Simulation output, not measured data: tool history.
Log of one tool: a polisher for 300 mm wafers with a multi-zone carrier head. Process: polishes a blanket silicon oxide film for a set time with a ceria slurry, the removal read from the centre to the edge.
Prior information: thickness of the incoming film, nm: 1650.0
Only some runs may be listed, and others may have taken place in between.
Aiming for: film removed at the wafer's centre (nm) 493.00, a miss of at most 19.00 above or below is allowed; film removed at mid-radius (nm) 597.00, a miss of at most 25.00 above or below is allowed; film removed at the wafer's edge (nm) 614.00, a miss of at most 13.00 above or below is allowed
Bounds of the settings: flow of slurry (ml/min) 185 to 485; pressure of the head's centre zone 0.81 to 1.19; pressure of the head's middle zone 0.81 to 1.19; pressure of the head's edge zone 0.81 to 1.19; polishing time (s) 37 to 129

run,day,flow of slurry (ml/min),pressure of the head's centre zone,pressure of the head's middle zone,pressure of the head's edge zone,polishing time (s),film removed at the wafer's centre (nm),film removed at mid-radius (nm),film removed at the wafer's edge (nm)
1,0.000,310,1.00,1.00,1.00,83,595.67,600.10,600.94
2,0.138,310,1.06,1.00,1.00,83,628.45,612.51,596.71
3,0.238,310,1.06,1.00,1.00,65,486.55,467.77,465.48
4,0.542,310,1.09,1.00,1.00,65,511.75,469.32,467.84
5,0.658,380,1.09,1.00,1.00,65,528.66,479.89,478.54
6,0.829,385,1.03,1.03,1.05,68,508.01,511.18,510.47
7,0.871,390,1.00,1.05,1.09,70,506.10,548.84,535.49
8,1.079,395,0.97,1.04,1.12,72,510.99,552.06,554.77
9,1.333,400,0.94,1.04,1.14,74,506.37,559.33,577.26
10,1.446,400,0.92,1.05,1.15,75,508.75,577.14,581.66
11,1.712,405,0.90,1.05,1.16,76,508.70,587.93,599.52
12,2.058,405,0.89,1.05,1.17,76,504.35,591.33,597.68

Which one of the following 4 next-run settings gets every result inside its allowed miss? There is exactly one.
A,2.404,400,0.94,1.10,1.15,77,?,?,?
B,2.404,320,0.86,1.12,1.13,82,?,?,?
C,2.404,485,0.85,1.04,1.19,77,?,?,?
D,2.404,415,0.94,1.04,1.16,73,?,?,?

move,film removed at the wafer's centre (nm),film removed at mid-radius (nm),film removed at the wafer's edge (nm)
A,521.88,628.98,597.74
B,498.02,668.27,622.33
C,477.99,607.57,614.23
D,496.00,569.94,570.67
A: lands further from the targets than the last run did
B: brings the last run's worst result on target, with another outside its allowed miss
C: every result within its allowed miss
D: lands further from the targets than the last run did
C is the move that brings every result within its allowed miss.

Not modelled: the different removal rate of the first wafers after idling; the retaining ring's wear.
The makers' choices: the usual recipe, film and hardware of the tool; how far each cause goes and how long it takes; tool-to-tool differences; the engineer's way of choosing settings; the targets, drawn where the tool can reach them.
